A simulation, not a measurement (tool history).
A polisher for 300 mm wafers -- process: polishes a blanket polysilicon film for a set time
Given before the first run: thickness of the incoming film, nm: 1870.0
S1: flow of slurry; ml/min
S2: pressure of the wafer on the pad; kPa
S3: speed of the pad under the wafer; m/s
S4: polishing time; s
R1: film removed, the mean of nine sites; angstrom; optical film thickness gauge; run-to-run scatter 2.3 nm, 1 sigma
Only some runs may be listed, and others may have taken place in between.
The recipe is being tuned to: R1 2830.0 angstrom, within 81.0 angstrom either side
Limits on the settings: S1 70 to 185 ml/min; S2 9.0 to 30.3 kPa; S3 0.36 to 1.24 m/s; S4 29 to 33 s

run    day   S1    S2    S3  S4      R1
  1  0.000  120  19.3  0.80  33  2195.6
  2  0.117  120  23.4  0.80  33  2628.7
  3  0.329  145  23.4  0.80  33  2706.7
  4  0.388  145  23.4  0.94  33  3082.1
  5  0.662  145  23.4  1.06  33  3406.5
  6  0.892  125  23.4  1.06  33  3383.2
  7  0.929  125  22.8  1.06  33  3261.3
  8  0.962  125  22.1  1.06  33  3164.1
  9  1.262  125  21.4  1.06  33  3061.9

Below are 4 possible settings for the next run. Only one of them brings all results inside the allowed miss of their targets. Which is it?
  A  1.562  125  19.3  1.16  29   ?
  B  1.562  135  21.4  1.10  29   ?
  C  1.562  145  20.0  1.06  29   ?
  D  1.562  145  20.7  1.10  33   ?

move      R1
   A  2638.8
   B  2819.0
   C  2589.1
   D  3141.7
A: takes the biggest miss from the last run beyond its target
B: hits every target within its allowed miss
C: takes the biggest miss from the last run beyond its target
D: misses by more than the last run did
B meets every target.
